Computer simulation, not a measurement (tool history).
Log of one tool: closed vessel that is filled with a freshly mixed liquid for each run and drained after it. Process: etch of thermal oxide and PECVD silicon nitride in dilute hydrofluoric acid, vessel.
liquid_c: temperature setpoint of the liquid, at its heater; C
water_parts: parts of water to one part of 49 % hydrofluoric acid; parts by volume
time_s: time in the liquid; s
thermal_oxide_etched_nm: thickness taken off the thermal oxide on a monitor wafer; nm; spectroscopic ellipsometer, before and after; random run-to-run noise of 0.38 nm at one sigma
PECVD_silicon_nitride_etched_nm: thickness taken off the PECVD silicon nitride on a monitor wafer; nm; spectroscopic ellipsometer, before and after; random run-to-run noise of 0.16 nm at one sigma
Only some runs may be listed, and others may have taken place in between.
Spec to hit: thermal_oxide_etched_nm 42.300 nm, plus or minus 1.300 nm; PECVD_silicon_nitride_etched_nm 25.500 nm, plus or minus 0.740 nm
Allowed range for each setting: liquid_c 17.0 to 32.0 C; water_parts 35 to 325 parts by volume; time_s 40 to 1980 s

run  hour  liquid_c  water_parts  time_s  thermal_oxide_etched_nm  PECVD_silicon_nitride_etched_nm
  1   0.0      24.0          180    1010                   23.208                           15.367
  2   9.0      24.0          180     775                   17.613                           11.776
  3  10.9      24.5          135     745                   24.295                           15.595
  4  16.1      25.0          105     715                   31.872                           19.665
  5  18.5      25.5           95     690                   34.727                           21.648
  6  23.0      25.5           85     670                   38.876                           23.196
  7  26.6      26.0           85     665                   38.484                           24.224
  8  32.6      25.5           60     640                   53.537                           31.531
  9  34.4      25.5           65     640                   49.192                           29.285
 10  43.5      25.5           70     640                   45.255                           27.571
 11  48.3      24.5           80     655                   38.184                           22.764
 12  50.2      25.0           80     650                   39.824                           23.304
 13  59.0      25.0           80     650                   39.245                           23.386
 14  63.1      25.0           80     645                   38.550                           23.085
 15  70.1      25.0           75     640                   41.092                           24.583

Which single option among these 5 for the next run brings every result within its allowed miss of target? Just one does.
  A  77.1      25.0           85     825                        ?                                ?
  B  77.1      26.0           80     635                        ?                                ?
  C  77.1      24.5           80     680                        ?                                ?
  D  77.1      24.0          100     950                        ?                                ?
  E  77.1      25.0          120    1055                        ?                                ?

move  thermal_oxide_etched_nm  PECVD_silicon_nitride_etched_nm
   A                   46.850                           28.019
   B                   40.143                           24.474
   C                   40.447                           23.699
   D                   43.258                           25.721
   E                   40.716                           25.528
A: takes the result that was furthest off past its target
B: its largest miss is bigger than the last run's
C: its largest miss is bigger than the last run's
D: each result inside its tolerance
E: gets the furthest-off result to its target, but another result is out of tolerance
Go with D: it meets all targets.
